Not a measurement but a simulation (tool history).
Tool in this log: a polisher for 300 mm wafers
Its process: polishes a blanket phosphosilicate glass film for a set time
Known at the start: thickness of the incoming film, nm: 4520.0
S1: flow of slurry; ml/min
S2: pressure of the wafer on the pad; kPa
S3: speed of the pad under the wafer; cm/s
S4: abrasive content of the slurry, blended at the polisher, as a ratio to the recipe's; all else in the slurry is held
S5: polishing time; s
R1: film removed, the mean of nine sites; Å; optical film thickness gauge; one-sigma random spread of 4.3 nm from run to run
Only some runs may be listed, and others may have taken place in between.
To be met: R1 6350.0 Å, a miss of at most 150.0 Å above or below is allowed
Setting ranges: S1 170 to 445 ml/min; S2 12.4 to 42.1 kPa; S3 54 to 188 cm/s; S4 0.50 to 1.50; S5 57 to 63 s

| run | hour | S1 | S2 | S3 | S4 | S5 | R1 |
|---|---|---|---|---|---|---|---|
| 1 | 0.0 | 285 | 26.9 | 120 | 1.00 | 63 | 8893.3 |
| 2 | 2.0 | 285 | 26.9 | 120 | 1.00 | 57 | 7921.9 |
| 3 | 10.2 | 285 | 26.2 | 120 | 1.00 | 57 | 7776.5 |
| 4 | 17.6 | 285 | 26.2 | 102 | 1.00 | 57 | 6824.4 |
| 5 | 22.5 | 320 | 26.2 | 102 | 1.00 | 57 | 6933.8 |
| 6 | 26.7 | 315 | 25.5 | 102 | 1.00 | 57 | 6670.6 |
| 7 | 30.3 | 315 | 24.8 | 102 | 1.00 | 57 | 6630.3 |
| 8 | 36.9 | 310 | 24.8 | 102 | 1.00 | 57 | 6695.9 |
| 9 | 38.6 | 305 | 24.8 | 102 | 1.00 | 57 | 6584.6 |

Which single option among these 5 for the next run brings every result within its allowed miss of target? Just one does.
| A | 40.3 | 295 | 26.2 | 98 | 1.00 | 58 | ? |
| B | 40.3 | 305 | 29.0 | 90 | 1.00 | 57 | ? |
| C | 40.3 | 265 | 28.3 | 86 | 1.00 | 57 | ? |
| D | 40.3 | 270 | 22.1 | 116 | 0.75 | 58 | ? |
| E | 40.3 | 300 | 22.1 | 110 | 0.95 | 61 | ? |

| move | R1 |
|---|---|
| A | 6781.1 |
| B | 6771.4 |
| C | 6350.4 |
| D | 5950.5 |
| E | 6680.9 |
A: moves away from the targets compared with the last run
B: moves away from the targets compared with the last run
C: meets every target
D: takes the result that was furthest off past its target
E: moves away from the targets compared with the last run
So the answer is move C, the one that meets all the targets.
